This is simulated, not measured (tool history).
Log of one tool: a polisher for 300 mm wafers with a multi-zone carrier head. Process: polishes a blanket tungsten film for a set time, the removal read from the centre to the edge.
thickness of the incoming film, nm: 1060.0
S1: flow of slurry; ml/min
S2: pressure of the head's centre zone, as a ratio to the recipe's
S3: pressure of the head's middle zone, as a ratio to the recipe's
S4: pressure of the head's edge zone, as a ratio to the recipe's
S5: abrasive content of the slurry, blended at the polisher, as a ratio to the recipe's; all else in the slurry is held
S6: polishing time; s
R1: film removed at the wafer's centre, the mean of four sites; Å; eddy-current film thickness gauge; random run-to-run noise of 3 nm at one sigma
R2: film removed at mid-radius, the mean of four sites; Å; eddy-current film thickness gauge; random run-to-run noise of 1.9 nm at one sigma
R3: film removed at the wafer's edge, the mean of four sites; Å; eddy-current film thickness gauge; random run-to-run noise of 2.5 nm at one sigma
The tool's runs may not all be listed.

run 1 hour=0 | S1=280 S2=1 S3=1 S4=1 S5=1 S6=63 | R1=3269.2 R2=3193.6 R3=3185.3
run 2 hour=4.3 | S1=280 S2=1 S3=1 S4=1 S5=1.1 S6=63 | R1=3328.1 R2=3257.9 R3=3286
run 3 hour=9.4 | S1=240 S2=1 S3=1 S4=1 S5=1.1 S6=63 | R1=3283.7 R2=3182.5 R3=3174.2
run 4 hour=18.4 | S1=240 S2=1 S3=0.96 S4=1 S5=1.1 S6=63 | R1=3292.5 R2=3099.9 R3=3200.2
run 5 hour=22.8 | S1=240 S2=1 S3=0.9 S4=1 S5=1.1 S6=63 | R1=3293.6 R2=2917.5 R3=3189.9
run 6 hour=26.1 | S1=240 S2=1 S3=0.9 S4=1.08 S5=1.1 S6=63 | R1=3321.3 R2=2955.7 R3=3355.8
run 7 hour=32.8 | S1=230 S2=0.97 S3=0.91 S4=1.03 S5=1 S6=63 | R1=3020.1 R2=2862.7 R3=3144.8

The next listed run, before its measurement:
run 8 hour=37 | S1=220 S2=0.96 S3=0.91 S4=0.99 S5=0.95 S6=63 | R1=? R2=? R3=?

Run 8 produced R1 2987.4 Å, R2 2750.8 Å, R3 3008.4 Å.

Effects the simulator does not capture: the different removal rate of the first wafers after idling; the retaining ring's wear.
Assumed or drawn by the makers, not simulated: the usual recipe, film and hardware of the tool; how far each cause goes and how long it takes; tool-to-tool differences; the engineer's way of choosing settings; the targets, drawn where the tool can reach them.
